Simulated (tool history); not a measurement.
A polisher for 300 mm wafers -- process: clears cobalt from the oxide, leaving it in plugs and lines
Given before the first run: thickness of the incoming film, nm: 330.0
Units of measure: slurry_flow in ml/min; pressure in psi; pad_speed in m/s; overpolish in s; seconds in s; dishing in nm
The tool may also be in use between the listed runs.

| run | hour | slurry_flow | pressure | pad_speed | overpolish | seconds | dishing |
|---|---|---|---|---|---|---|---|
| 1 | 0 | 210 | 1.3 | 1.12 | 24 | 78.083 | 55.395 |
| 2 | 7.7 | 210 | 1.3 | 1.12 | 33 | 81.922 | 64.253 |
| 3 | 12.3 | 210 | 1.2 | 1.1 | 30 | 87.323 | 58.672 |
| 4 | 17.4 | 210 | 1.1 | 1.1 | 28 | 93.884 | 53.658 |
| 5 | 23.3 | 210 | 1.1 | 1.1 | 33 | 95.645 | 58.639 |
| 6 | 30.2 | 210 | 1 | 1.1 | 30 | 102.55 | 55.757 |
| 7 | 35.6 | 210 | 1 | 1.08 | 27 | 105.07 | 50.18 |

What does the tool deliver on the next run?
|  | 36.6 | head pressure recalibrated |
| 8 | 36.6 | 210 | 0.8 | 1.06 | 22 | ? | ? |

{"run 8": {"seconds": 119, "dishing": 39.457}}

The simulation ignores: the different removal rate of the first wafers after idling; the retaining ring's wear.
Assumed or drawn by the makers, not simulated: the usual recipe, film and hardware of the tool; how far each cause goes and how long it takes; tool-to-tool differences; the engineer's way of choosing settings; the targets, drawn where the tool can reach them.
